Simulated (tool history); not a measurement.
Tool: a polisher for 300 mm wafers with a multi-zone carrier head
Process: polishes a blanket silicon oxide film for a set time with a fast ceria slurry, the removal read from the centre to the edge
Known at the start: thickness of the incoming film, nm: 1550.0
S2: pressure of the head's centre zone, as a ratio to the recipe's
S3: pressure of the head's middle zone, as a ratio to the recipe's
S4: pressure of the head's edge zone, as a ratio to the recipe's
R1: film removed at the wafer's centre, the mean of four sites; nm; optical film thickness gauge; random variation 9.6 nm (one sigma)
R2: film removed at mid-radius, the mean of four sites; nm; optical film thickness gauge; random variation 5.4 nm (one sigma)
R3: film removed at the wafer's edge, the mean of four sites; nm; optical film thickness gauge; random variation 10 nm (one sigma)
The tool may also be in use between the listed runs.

{"run": 1, "hour": 0.0, "flow of slurry (ml/min)": 125, "S2": 1, "S3": 1, "S4": 1, "polishing time (s)": 44, "R1": 607.73, "R2": 604.37, "R3": 596.73}
{"run": 2, "hour": 4.8, "flow of slurry (ml/min)": 125, "S2": 1, "S3": 1, "S4": 0.92, "polishing time (s)": 44, "R1": 612.49, "R2": 606.48, "R3": 577.17}
{"run": 3, "hour": 7.9, "flow of slurry (ml/min)": 125, "S2": 0.93, "S3": 1, "S4": 0.92, "polishing time (s)": 44, "R1": 569.57, "R2": 610.37, "R3": 583.86}
{"run": 4, "hour": 16.1, "flow of slurry (ml/min)": 125, "S2": 0.93, "S3": 1, "S4": 0.85, "polishing time (s)": 44, "R1": 570.75, "R2": 603.54, "R3": 558.45}
{"run": 5, "hour": 24.1, "flow of slurry (ml/min)": 130, "S2": 0.94, "S3": 1.01, "S4": 0.89, "polishing time (s)": 45, "R1": 603.09, "R2": 630.55, "R3": 586.65}
{"run": 6, "hour": 30.5, "flow of slurry (ml/min)": 130, "S2": 0.94, "S3": 1.01, "S4": 0.89, "polishing time (s)": 49, "R1": 643.2, "R2": 681.75, "R3": 639.83}

Run 7 comes next. What will it give?
{"run": 7, "hour": 37.9, "flow of slurry (ml/min)": 135, "S2": 0.95, "S3": 1.02, "S4": 0.92, "polishing time (s)": 50, "R1": "?", "R2": "?", "R3": "?"}

{"run 7": {"R1": 674.6, "R2": 700.58, "R3": 666.6}}

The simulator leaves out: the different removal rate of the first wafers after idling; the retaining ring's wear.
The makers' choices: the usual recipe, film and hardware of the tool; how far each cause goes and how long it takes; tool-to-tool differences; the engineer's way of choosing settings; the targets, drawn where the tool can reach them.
